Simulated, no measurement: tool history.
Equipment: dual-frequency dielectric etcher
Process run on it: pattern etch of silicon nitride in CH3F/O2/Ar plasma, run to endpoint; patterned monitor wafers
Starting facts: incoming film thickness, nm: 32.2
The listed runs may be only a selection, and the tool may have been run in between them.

run  hour  source power (W)  bias power (W)  endpoint time (s)
  1     0               420              75             50.541
  2   3.1               420              83             47.518
  3    12               380              79             51.282
  4  13.1               450              79             48.005
  5  20.3               410              76             50.454
  6  23.7               380              74             53.072
  7    32               300              71             61.927
  8  38.3               300              71             62.135
  9    43               310              71             60.662

What does the tool deliver on the next run?
 10  50.1               320              71                  ?

Run 10 measured endpoint time (s) 60.26.
